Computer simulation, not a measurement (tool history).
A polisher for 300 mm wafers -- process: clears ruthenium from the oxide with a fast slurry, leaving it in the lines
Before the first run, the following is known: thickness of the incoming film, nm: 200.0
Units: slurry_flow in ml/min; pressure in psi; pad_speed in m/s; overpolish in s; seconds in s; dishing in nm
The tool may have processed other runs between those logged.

{"run": 1, "day": 0.0, "slurry_flow": 205, "pressure": 2, "pad_speed": 0.78, "slurry_solids": 1, "overpolish": 26, "seconds": 93.979, "dishing": 41.452}
{"run": 2, "day": 0.296, "slurry_flow": 205, "pressure": 1.7, "pad_speed": 0.78, "slurry_solids": 1, "overpolish": 29, "seconds": 107.58, "dishing": 40.652}
{"run": 3, "day": 0.583, "slurry_flow": 185, "pressure": 1.7, "pad_speed": 0.78, "slurry_solids": 1, "overpolish": 29, "seconds": 106.15, "dishing": 41.174}
{"run": 4, "day": 0.667, "slurry_flow": 185, "pressure": 1.5, "pad_speed": 0.76, "slurry_solids": 1, "overpolish": 31, "seconds": 121.78, "dishing": 38.754}
{"run": 5, "day": 0.75, "slurry_flow": 185, "pressure": 1.8, "pad_speed": 0.76, "slurry_solids": 1, "overpolish": 31, "seconds": 105.99, "dishing": 44.938}
{"run": 6, "day": 1.025, "slurry_flow": 185, "pressure": 1.8, "pad_speed": 0.62, "slurry_solids": 1, "overpolish": 31, "seconds": 128.68, "dishing": 37.611}

For run 7, what comes out?
{"run": 7, "day": 1.158, "slurry_flow": 185, "pressure": 1.7, "pad_speed": 0.62, "slurry_solids": 1, "overpolish": 33, "seconds": "?", "dishing": "?"}

{"run 7": {"seconds": 135.93, "dishing": 38.033}}
